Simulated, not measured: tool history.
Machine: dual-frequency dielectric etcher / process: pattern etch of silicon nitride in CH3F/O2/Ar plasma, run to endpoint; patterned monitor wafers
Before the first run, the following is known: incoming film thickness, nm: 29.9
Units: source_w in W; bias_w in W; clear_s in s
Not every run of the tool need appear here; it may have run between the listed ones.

Run 1, hour 0: source_w 280 W, bias_w 69 W. Result: clear_s 48.341 s.
Run 2, hour 5.5: source_w 260 W, bias_w 68 W. Result: clear_s 49.924 s.
Run 3, hour 6.2: source_w 240 W, bias_w 68 W. Result: clear_s 51.303 s.
Run 4, hour 7.1: source_w 240 W, bias_w 61 W. Result: clear_s 52.912 s.
Run 5, hour 13.2: source_w 240 W, bias_w 49 W. Result: clear_s 55.827 s.
Run 6, hour 15.2: source_w 290 W, bias_w 49 W. Result: clear_s 51.85 s.
Run 7, hour 18.6: source_w 280 W, bias_w 49 W. Result: clear_s 52.883 s.

Run 8 comes next. What will it give?
Run 8, hour 20.6: source_w 270 W, bias_w 49 W. Result: clear_s ?.

For run 8 the tool returned clear_s 53.7 s.
